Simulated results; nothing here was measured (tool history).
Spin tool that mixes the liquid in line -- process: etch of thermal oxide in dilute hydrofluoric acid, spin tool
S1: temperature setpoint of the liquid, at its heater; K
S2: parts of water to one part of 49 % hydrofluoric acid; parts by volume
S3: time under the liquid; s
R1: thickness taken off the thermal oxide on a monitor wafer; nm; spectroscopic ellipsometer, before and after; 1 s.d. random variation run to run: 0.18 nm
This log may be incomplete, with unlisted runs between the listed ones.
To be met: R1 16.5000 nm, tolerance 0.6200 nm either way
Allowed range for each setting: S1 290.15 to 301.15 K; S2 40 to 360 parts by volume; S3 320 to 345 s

run,hour,S1,S2,S3,R1
1,0.0,293.15,200,320,5.1308
2,2.4,293.15,200,345,5.5031
3,9.5,293.15,200,320,4.9993
4,15.0,294.15,180,320,6.1010
5,17.8,296.65,180,320,6.6671
6,21.8,295.15,180,320,6.1686
7,24.8,295.65,165,320,7.0489
# hour 29.6: hydrofluoric acid flow meter replaced
8,29.6,296.15,155,320,8.4270
9,34.6,296.65,150,320,8.9280
10,35.2,297.15,145,320,9.5592
11,41.6,301.15,70,320,25.2170
12,50.3,300.65,70,320,25.2550
13,53.4,296.65,105,320,13.6650
14,57.9,297.15,105,320,13.8170
15,60.5,301.15,95,320,18.0250
16,61.3,300.65,95,320,17.7380

Which one of the following 5 next-run settings gets every result inside its allowed miss? There is exactly one.
A,62.1,300.15,90,345,?
B,62.1,299.65,90,345,?
C,62.1,298.65,90,340,?
D,62.1,301.15,110,340,?
E,62.1,301.15,95,320,?

move,R1
A,20.0270
B,19.6410
C,18.6120
D,16.3380
E,18.1680
A: the biggest miss grows against the last run
B: the biggest miss grows against the last run
C: the biggest miss grows against the last run
D: every result within its allowed miss
E: the biggest miss grows against the last run
D meets every target.
